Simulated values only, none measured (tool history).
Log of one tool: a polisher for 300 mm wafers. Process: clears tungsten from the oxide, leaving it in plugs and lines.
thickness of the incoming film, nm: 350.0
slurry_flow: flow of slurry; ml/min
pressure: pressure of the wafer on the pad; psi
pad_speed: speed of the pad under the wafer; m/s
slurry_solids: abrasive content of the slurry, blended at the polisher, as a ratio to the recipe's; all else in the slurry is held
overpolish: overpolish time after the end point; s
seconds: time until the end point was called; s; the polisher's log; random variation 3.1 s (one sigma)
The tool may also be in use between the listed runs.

run	day	slurry_flow	pressure	pad_speed	slurry_solids	overpolish	seconds
1	0	150	4.7	0.84	1	7	90.598
2	0.362	150	4.4	0.82	1	7	94.275
3	0.496	150	4.4	0.98	1	7	81.074
4	0.825	150	5.2	0.98	1	7	68.193
5	1.025	150	4.9	0.94	1	7	75.509
6	1.058	150	4.6	0.9	1	7	82.525
7	1.096	150	4.3	0.86	1	7	94.706
8	1.225	150	4.1	0.84	1	7	97.129
9	1.383	150	3.9	0.8	1	7	105.79
10	1.7	150	3.7	0.78	1	7	118.7
11	1.908	150	3.5	0.78	1	7	126.5
12	2.067	150	3.3	0.78	1	7	135.77

The next listed run, before its measurement:
13	2.171	150	3.2	0.78	1	7	?

{"run 13": {"seconds": 141.58}}
